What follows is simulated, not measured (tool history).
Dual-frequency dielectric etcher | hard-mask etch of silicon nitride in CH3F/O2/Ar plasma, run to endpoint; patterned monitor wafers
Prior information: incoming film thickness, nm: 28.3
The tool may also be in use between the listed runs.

run    day  source power (W)  bias power (W)  endpoint time (s)
  1      0               550              72             36.151
  2  0.183               550              63             38.245
  3  0.312               580              65             36.784
  4  0.342               630              65             35.598
  5  0.529               650              66             34.955
  6  0.642               670              67             34.175
  7  0.946               690              68             33.703
  8  1.225               700              69             33.237

Run 9 comes next. What will it give?
  9  1.542               710              70                  ?

endpoint time (s): 32.875
